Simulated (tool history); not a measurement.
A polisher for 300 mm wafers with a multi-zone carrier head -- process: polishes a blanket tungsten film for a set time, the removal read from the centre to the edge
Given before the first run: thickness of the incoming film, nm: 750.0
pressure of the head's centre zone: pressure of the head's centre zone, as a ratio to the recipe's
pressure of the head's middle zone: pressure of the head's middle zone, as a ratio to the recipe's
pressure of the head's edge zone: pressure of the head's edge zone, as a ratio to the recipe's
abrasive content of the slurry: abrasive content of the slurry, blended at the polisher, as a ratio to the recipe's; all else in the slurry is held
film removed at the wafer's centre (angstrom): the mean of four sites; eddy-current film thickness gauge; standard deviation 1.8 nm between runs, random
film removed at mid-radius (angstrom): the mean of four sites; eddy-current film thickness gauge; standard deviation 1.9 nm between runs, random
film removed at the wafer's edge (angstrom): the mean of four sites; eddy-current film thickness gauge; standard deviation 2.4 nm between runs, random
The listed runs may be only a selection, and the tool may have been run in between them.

run	day	flow of slurry (ml/min)	pressure of the head's centre zone	pressure of the head's middle zone	pressure of the head's edge zone	abrasive content of the slurry	polishing time (s)	film removed at the wafer's centre (angstrom)	film removed at mid-radius (angstrom)	film removed at the wafer's edge (angstrom)
1	0	185	1	1	1	1	62	2251.8	2245.1	2252
2	0.175	185	1	1	1	1.15	62	2330.8	2286.9	2293.6
3	0.254	185	1	1	1	1.25	62	2328.9	2309.2	2368.8
4	0.588	185	1	1	1	1.25	53	1986.6	1970.6	1982.6
5	0.938	185	1	1.07	1	1.25	53	2004.1	2102	1975
6	1.225	185	1.03	1.07	1	1.25	53	2039.3	2085.7	1986.9
7	1.262	195	1.05	1.08	1	1.3	54	2133.6	2203.6	2065.6
8	1.542	245	1.15	1.08	0.97	1.5	63	2835.3	2672.5	2455.4
# day 1.838: worn pad replaced by a new one
9	1.838	245	1.15	1.08	0.97	1.5	63	3114	2997	2732.2
10	1.896	240	1.15	1.08	0.96	1.5	63	3086.6	2971.7	2705.9
11	2.15	245	1.15	1.08	0.96	1.5	63	3074.7	2975.4	2701.6
12	2.408	240	1.15	1.08	0.96	1.5	63	3110.9	2964.7	2635.5
13	2.692	235	1.15	1.08	0.96	1.5	63	3079.9	2929.1	2734.8

Estimate the outcome of run 14 from the log above:
14	2.796	240	1.15	1.07	0.96	1.5	63	?	?	?

{"run 14": {"film removed at the wafer's centre (angstrom)": 3092.3, "film removed at mid-radius (angstrom)": 2957.9, "film removed at the wafer's edge (angstrom)": 2679.2}}
